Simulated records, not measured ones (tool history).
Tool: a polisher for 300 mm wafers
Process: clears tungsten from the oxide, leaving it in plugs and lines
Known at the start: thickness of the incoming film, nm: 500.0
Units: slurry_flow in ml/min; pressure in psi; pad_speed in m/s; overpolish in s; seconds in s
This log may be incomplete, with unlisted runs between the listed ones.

{"run": 1, "day": 0.0, "slurry_flow": 195, "pressure": 4.7, "pad_speed": 1.02, "slurry_solids": 1, "overpolish": 7, "seconds": 92.568}
{"run": 2, "day": 0.279, "slurry_flow": 190, "pressure": 4.5, "pad_speed": 1.02, "slurry_solids": 1, "overpolish": 7, "seconds": 98.74}
{"run": 3, "day": 0.462, "slurry_flow": 185, "pressure": 4.4, "pad_speed": 1.02, "slurry_solids": 1, "overpolish": 7, "seconds": 100.59}
{"run": 4, "day": 0.742, "slurry_flow": 185, "pressure": 4.4, "pad_speed": 1.24, "slurry_solids": 1, "overpolish": 7, "seconds": 82.941}
{"run": 5, "day": 0.875, "slurry_flow": 135, "pressure": 4.4, "pad_speed": 1.24, "slurry_solids": 1, "overpolish": 7, "seconds": 85.532}
{"run": 6, "day": 1.15, "slurry_flow": 135, "pressure": 4.4, "pad_speed": 1.24, "slurry_solids": 0.8, "overpolish": 7, "seconds": 89.896}
{"run": 7, "day": 1.417, "slurry_flow": 130, "pressure": 3.4, "pad_speed": 1.24, "slurry_solids": 0.8, "overpolish": 7, "seconds": 115.55}

What does the tool deliver on the next run?
{"run": 8, "day": 1.625, "slurry_flow": 135, "pressure": 3.5, "pad_speed": 1.24, "slurry_solids": 0.8, "overpolish": 7, "seconds": "?"}

Logged for run 8: seconds 113.67 s.

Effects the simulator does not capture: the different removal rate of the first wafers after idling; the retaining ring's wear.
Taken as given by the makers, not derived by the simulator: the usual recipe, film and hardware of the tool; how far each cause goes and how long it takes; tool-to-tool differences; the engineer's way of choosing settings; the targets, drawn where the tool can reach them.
